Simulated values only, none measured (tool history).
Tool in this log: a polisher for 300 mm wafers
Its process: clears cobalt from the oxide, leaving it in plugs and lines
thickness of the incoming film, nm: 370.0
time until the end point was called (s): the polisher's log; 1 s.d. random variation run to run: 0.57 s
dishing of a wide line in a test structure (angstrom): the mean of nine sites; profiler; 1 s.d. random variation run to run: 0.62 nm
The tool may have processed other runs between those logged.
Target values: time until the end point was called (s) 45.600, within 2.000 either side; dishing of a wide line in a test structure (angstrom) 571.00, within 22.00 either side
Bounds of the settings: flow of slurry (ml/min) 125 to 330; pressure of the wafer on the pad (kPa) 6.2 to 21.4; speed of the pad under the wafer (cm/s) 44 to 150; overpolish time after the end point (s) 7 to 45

run,hour,flow of slurry (ml/min),pressure of the wafer on the pad (kPa),speed of the pad under the wafer (cm/s),overpolish time after the end point (s),time until the end point was called (s),dishing of a wide line in a test structure (angstrom)
1,0.0,210,13.8,96,23,79.845,484.20
2,2.7,230,13.8,96,23,78.939,507.52
3,3.5,230,11.7,96,23,90.038,465.89
4,6.1,230,11.7,96,15,92.002,391.89
5,12.0,235,13.8,96,15,77.217,413.29
6,20.0,235,13.8,96,9,77.148,302.08
7,23.2,235,14.5,100,12,71.954,375.22
8,29.1,240,15.9,102,14,64.739,434.43
9,31.4,250,16.5,102,14,61.696,442.20
10,32.0,260,17.2,102,14,60.897,444.25
11,40.5,260,17.9,104,15,56.518,473.71
12,42.1,260,18.6,104,16,55.503,485.68
13,49.7,260,19.3,106,17,51.817,506.34
14,55.4,265,20.0,106,17,50.579,510.30
15,60.3,265,20.0,106,18,51.823,530.48
16,68.2,265,20.0,108,18,51.348,536.78
17,73.4,265,20.0,110,18,49.038,528.64
18,79.6,265,20.7,110,19,48.206,537.90
19,83.7,270,20.7,110,19,47.640,534.86
20,89.5,270,20.7,110,20,47.310,549.49
21,93.5,270,20.7,110,20,46.609,535.41
22,94.0,265,20.7,110,21,47.866,535.38

5 next moves are on the table. One of them brings every result within its allowed miss. Which?
A,94.5,265,19.3,114,18,?,?
B,94.5,265,19.3,126,13,?,?
C,94.5,300,20.7,114,30,?,?
D,94.5,270,21.4,112,16,?,?
E,94.5,270,18.6,110,15,?,?

move,time until the end point was called (s),dishing of a wide line in a test structure (angstrom)
A,50.358,515.76
B,46.095,480.60
C,46.708,561.38
D,46.515,510.44
E,53.598,479.82
A: further off than the last run
B: further off than the last run
C: in spec on every target
D: further off than the last run
E: further off than the last run
Go with C: it meets all targets.
